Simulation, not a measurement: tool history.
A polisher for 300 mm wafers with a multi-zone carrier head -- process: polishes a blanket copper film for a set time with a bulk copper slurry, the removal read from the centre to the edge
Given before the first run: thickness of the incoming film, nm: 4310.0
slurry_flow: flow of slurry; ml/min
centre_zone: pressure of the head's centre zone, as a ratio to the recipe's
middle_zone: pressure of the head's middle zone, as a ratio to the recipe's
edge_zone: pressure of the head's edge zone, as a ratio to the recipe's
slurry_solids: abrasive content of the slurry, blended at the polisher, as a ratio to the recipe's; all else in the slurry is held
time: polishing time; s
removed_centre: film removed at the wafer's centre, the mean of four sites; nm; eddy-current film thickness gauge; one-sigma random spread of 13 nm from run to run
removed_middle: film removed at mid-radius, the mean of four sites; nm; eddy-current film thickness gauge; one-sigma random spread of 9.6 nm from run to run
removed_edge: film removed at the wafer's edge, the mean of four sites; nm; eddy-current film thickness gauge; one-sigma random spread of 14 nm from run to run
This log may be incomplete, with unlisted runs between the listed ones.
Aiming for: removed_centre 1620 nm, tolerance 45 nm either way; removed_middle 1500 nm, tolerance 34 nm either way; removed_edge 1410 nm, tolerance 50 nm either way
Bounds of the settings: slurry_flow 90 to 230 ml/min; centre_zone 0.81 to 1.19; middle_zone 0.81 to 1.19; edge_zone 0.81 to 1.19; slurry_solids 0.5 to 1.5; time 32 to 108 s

run 1 hour=0 | slurry_flow=150 centre_zone=1 middle_zone=1 edge_zone=1 slurry_solids=1 time=70 | removed_centre=948.81 removed_middle=937.04 removed_edge=931.12
run 2 hour=1.8 | slurry_flow=150 centre_zone=1 middle_zone=1 edge_zone=1 slurry_solids=0.8 time=70 | removed_centre=902.43 removed_middle=882.77 removed_edge=887.2
run 3 hour=3.2 | slurry_flow=160 centre_zone=1.03 middle_zone=1.02 edge_zone=1.03 slurry_solids=0.95 time=72 | removed_centre=1014.4 removed_middle=982.83 removed_edge=961.14
run 4 hour=3.8 | slurry_flow=160 centre_zone=1.03 middle_zone=1.02 edge_zone=1.03 slurry_solids=1.15 time=72 | removed_centre=1074.8 removed_middle=1037.9 removed_edge=1036.5
run 5 hour=4.8 | slurry_flow=160 centre_zone=1.03 middle_zone=1.02 edge_zone=1.03 slurry_solids=1.15 time=89 | removed_centre=1329.3 removed_middle=1277.5 removed_edge=1274.8
run 6 hour=6.8 | slurry_flow=160 centre_zone=1.03 middle_zone=1.02 edge_zone=1.03 slurry_solids=0.95 time=89 | removed_centre=1245.9 removed_middle=1219.1 removed_edge=1197
run 7 hour=9.2 | slurry_flow=170 centre_zone=1.05 middle_zone=1.04 edge_zone=1.05 slurry_solids=1 time=89 | removed_centre=1306.7 removed_middle=1274.3 removed_edge=1237.6
run 8 hour=17.7 | slurry_flow=180 centre_zone=1.07 middle_zone=1.05 edge_zone=1.07 slurry_solids=1.05 time=89 | removed_centre=1367 removed_middle=1295.1 removed_edge=1284.4
run 9 hour=24.3 | slurry_flow=185 centre_zone=1.09 middle_zone=1.07 edge_zone=1.08 slurry_solids=1.1 time=89 | removed_centre=1419.8 removed_middle=1364 removed_edge=1280.9
run 10 hour=27.1 | slurry_flow=190 centre_zone=1.1 middle_zone=1.07 edge_zone=1.1 slurry_solids=1.15 time=89 | removed_centre=1450.5 removed_middle=1368.7 removed_edge=1331.3
run 11 hour=31.6 | slurry_flow=195 centre_zone=1.11 middle_zone=1.08 edge_zone=1.11 slurry_solids=1.15 time=89 | removed_centre=1464.9 removed_middle=1393.7 removed_edge=1331.9
run 12 hour=38.5 | slurry_flow=200 centre_zone=1.12 middle_zone=1.09 edge_zone=1.12 slurry_solids=1.15 time=89 | removed_centre=1501.3 removed_middle=1408.9 removed_edge=1336.8
run 13 hour=43.5 | slurry_flow=205 centre_zone=1.13 middle_zone=1.09 edge_zone=1.13 slurry_solids=1.15 time=89 | removed_centre=1513.5 removed_middle=1400.7 removed_edge=1344.9
run 14 hour=47.1 | slurry_flow=210 centre_zone=1.14 middle_zone=1.1 edge_zone=1.14 slurry_solids=1.15 time=89 | removed_centre=1536.1 removed_middle=1416.3 removed_edge=1378
run 15 hour=49.9 | slurry_flow=215 centre_zone=1.15 middle_zone=1.11 edge_zone=1.14 slurry_solids=1.15 time=89 | removed_centre=1526 removed_middle=1451.6 removed_edge=1390.1
run 16 hour=57.4 | slurry_flow=215 centre_zone=1.16 middle_zone=1.11 edge_zone=1.14 slurry_solids=1.15 time=89 | removed_centre=1552.2 removed_middle=1429 removed_edge=1373.1
run 17 hour=58.9 | slurry_flow=215 centre_zone=1.16 middle_zone=1.12 edge_zone=1.14 slurry_solids=1.15 time=89 | removed_centre=1572.7 removed_middle=1457 removed_edge=1346
run 18 hour=62.1 | slurry_flow=215 centre_zone=1.16 middle_zone=1.12 edge_zone=1.15 slurry_solids=1.15 time=89 | removed_centre=1587.6 removed_middle=1459.8 removed_edge=1378.3
run 19 hour=69.9 | slurry_flow=220 centre_zone=1.16 middle_zone=1.13 edge_zone=1.16 slurry_solids=1.15 time=89 | removed_centre=1563.1 removed_middle=1469.1 removed_edge=1410.8
run 20 hour=74.5 | slurry_flow=220 centre_zone=1.17 middle_zone=1.13 edge_zone=1.16 slurry_solids=1.15 time=89 | removed_centre=1575.6 removed_middle=1461.5 removed_edge=1372.8

Consider the 5 candidate settings below. Which is the only one whose results all fall within their allowed miss of target?
run A hour=79.1 | slurry_flow=230 centre_zone=1.19 middle_zone=1.15 edge_zone=1.19 slurry_solids=1.2 time=88 | removed_centre=? removed_middle=? removed_edge=?
run B hour=79.1 | slurry_flow=220 centre_zone=1.14 middle_zone=1.18 edge_zone=1.18 slurry_solids=1.25 time=87 | removed_centre=? removed_middle=? removed_edge=?
run C hour=79.1 | slurry_flow=220 centre_zone=1.18 middle_zone=1.12 edge_zone=1.12 slurry_solids=1.2 time=84 | removed_centre=? removed_middle=? removed_edge=?
run D hour=79.1 | slurry_flow=230 centre_zone=1.09 middle_zone=1.02 edge_zone=1.19 slurry_solids=1.15 time=93 | removed_centre=? removed_middle=? removed_edge=?
run E hour=79.1 | slurry_flow=230 centre_zone=1.16 middle_zone=1.15 edge_zone=1.13 slurry_solids=1.1 time=87 | removed_centre=? removed_middle=? removed_edge=?

move=A removed_centre=1616.2 removed_middle=1482.5 removed_edge=1402.6
move=B removed_centre=1538.2 removed_middle=1504.6 removed_edge=1388.6
move=C removed_centre=1519.7 removed_middle=1376.9 removed_edge=1292.3
move=D removed_centre=1548.1 removed_middle=1406.1 removed_edge=1468.5
move=E removed_centre=1523.4 removed_middle=1433.3 removed_edge=1319.8
A: in spec on every target
B: gets the furthest-off result to its target, but another result is out of tolerance
C: the biggest miss grows against the last run
D: the biggest miss grows against the last run
E: the biggest miss grows against the last run
The right move is A.
